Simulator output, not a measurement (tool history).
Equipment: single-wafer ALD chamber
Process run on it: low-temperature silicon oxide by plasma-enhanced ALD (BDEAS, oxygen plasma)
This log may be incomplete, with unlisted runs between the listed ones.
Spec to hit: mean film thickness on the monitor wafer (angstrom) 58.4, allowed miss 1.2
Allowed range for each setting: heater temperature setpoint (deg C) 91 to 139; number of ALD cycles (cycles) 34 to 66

run	hour	heater temperature setpoint (deg C)	number of ALD cycles (cycles)	mean film thickness on the monitor wafer (angstrom)
1	0	115	50	65.762
2	3	115	46	60.483
3	10.6	115	52	68.27
4	19.2	106	52	69.412
5	22.1	107	51	67.653
6	27.7	97	51	69.149
7	30.9	98	50	67.987
8	35.2	99	49	66.158
9	36.4	100	48	64.79
10	37.4	101	47	63.124
11	44.9	102	47	62.87
# hour 47.2: thermocouple changed; heater temperature recalibrated
12	47.2	104	45	59.681

5 candidate next runs follow, results not yet known. Just one meets every target within its allowed miss. Identify it.
A	49.5	102	47	?
B	49.5	108	44	?
C	49.5	91	44	?
D	49.5	102	46	?
E	49.5	118	48	?

move	mean film thickness on the monitor wafer (angstrom)
A	62.518
B	57.966
C	60.207
D	61.187
E	62.214
A: moves away from the targets compared with the last run
B: meets every target
C: moves away from the targets compared with the last run
D: moves away from the targets compared with the last run
E: moves away from the targets compared with the last run
Answer: B
